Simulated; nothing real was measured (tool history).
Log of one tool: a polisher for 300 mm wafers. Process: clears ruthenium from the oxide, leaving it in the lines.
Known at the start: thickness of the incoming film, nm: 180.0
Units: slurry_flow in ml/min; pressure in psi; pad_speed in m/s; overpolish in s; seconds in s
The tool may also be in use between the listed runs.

{"run": 1, "hour": 0.0, "slurry_flow": 210, "pressure": 2.5, "pad_speed": 0.88, "overpolish": 8, "seconds": 156.32}
{"run": 2, "hour": 2.2, "slurry_flow": 210, "pressure": 2.5, "pad_speed": 0.88, "overpolish": 8, "seconds": 153.47}
{"run": 3, "hour": 7.6, "slurry_flow": 210, "pressure": 2.5, "pad_speed": 0.88, "overpolish": 8, "seconds": 157.37}
{"run": 4, "hour": 8.3, "slurry_flow": 170, "pressure": 2.5, "pad_speed": 0.88, "overpolish": 8, "seconds": 160.04}
{"run": 5, "hour": 9.7, "slurry_flow": 170, "pressure": 2.5, "pad_speed": 0.72, "overpolish": 8, "seconds": 193.37}
{"run": 6, "hour": 15.4, "slurry_flow": 170, "pressure": 2.5, "pad_speed": 0.86, "overpolish": 8, "seconds": 166.47}
{"run": 7, "hour": 22.2, "slurry_flow": 165, "pressure": 1.8, "pad_speed": 0.84, "overpolish": 8, "seconds": 228.6}
{"run": 8, "hour": 23.7, "slurry_flow": 170, "pressure": 1.8, "pad_speed": 0.84, "overpolish": 8, "seconds": 226.91}
{"run": 9, "hour": 28.6, "slurry_flow": 170, "pressure": 1.8, "pad_speed": 0.84, "overpolish": 8, "seconds": 230.8}
{"run": 10, "hour": 33.0, "slurry_flow": 175, "pressure": 1.8, "pad_speed": 0.84, "overpolish": 8, "seconds": 226.81}
{"run": 11, "hour": 33.8, "slurry_flow": 185, "pressure": 1.8, "pad_speed": 0.84, "overpolish": 8, "seconds": 222.99}

Forecast run 12:
{"run": 12, "hour": 37.0, "slurry_flow": 190, "pressure": 1.8, "pad_speed": 0.84, "overpolish": 8, "seconds": "?"}

Run 12 gave seconds 230.8 s.

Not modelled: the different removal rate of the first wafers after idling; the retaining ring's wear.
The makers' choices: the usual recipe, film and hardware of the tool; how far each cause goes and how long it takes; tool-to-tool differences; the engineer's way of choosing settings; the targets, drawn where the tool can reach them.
